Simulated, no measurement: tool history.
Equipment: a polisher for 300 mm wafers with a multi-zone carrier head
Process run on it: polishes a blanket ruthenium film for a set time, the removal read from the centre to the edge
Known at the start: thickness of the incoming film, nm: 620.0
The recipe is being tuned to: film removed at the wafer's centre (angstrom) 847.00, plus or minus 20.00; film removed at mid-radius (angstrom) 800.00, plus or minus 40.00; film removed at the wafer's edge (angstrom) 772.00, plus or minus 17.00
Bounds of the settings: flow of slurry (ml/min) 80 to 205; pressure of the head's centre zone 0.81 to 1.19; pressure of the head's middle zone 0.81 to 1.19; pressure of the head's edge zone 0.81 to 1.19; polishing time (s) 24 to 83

run,hour,flow of slurry (ml/min),pressure of the head's centre zone,pressure of the head's middle zone,pressure of the head's edge zone,polishing time (s),film removed at the wafer's centre (angstrom),film removed at mid-radius (angstrom),film removed at the wafer's edge (angstrom)
1,0.0,135,1.00,1.00,1.00,53,758.13,717.54,720.18
2,4.4,135,1.00,1.07,1.00,53,759.83,755.77,713.50
3,11.4,150,1.01,1.06,1.01,53,782.55,753.25,737.99
4,14.4,150,1.01,1.09,1.01,53,786.56,770.99,734.83
5,17.4,150,1.01,1.09,1.08,53,781.06,781.74,758.40
# hour 23.7: centre zone pressure recalibrated
6,23.7,130,1.01,1.09,1.08,53,725.06,749.61,743.69
7,29.8,145,1.02,1.09,1.07,53,735.88,760.87,748.37
8,35.8,160,1.01,1.08,1.05,53,742.01,777.78,752.44
9,39.0,160,1.04,1.09,1.05,53,766.57,786.54,740.67
10,47.1,160,1.04,1.09,1.05,53,776.12,788.33,746.70
11,50.9,165,1.06,1.07,1.05,54,802.31,791.71,769.73
12,55.9,170,1.08,1.07,1.04,54,812.75,795.06,765.77

Which of these 4 next moves meets every target?
A,60.9,180,1.09,1.14,1.00,53,?,?,?
B,60.9,200,1.09,1.06,1.03,54,?,?,?
C,60.9,205,1.02,1.13,1.11,53,?,?,?
D,60.9,185,1.07,1.10,1.07,52,?,?,?

move,film removed at the wafer's centre (angstrom),film removed at mid-radius (angstrom),film removed at the wafer's edge (angstrom)
A,822.76,851.03,743.90
B,849.77,824.99,776.80
C,783.00,857.93,792.34
D,795.07,812.45,756.73
A: as far off as the last run
B: hits every target within its allowed miss
C: its largest miss is bigger than the last run's
D: its largest miss is bigger than the last run's
B meets every target.
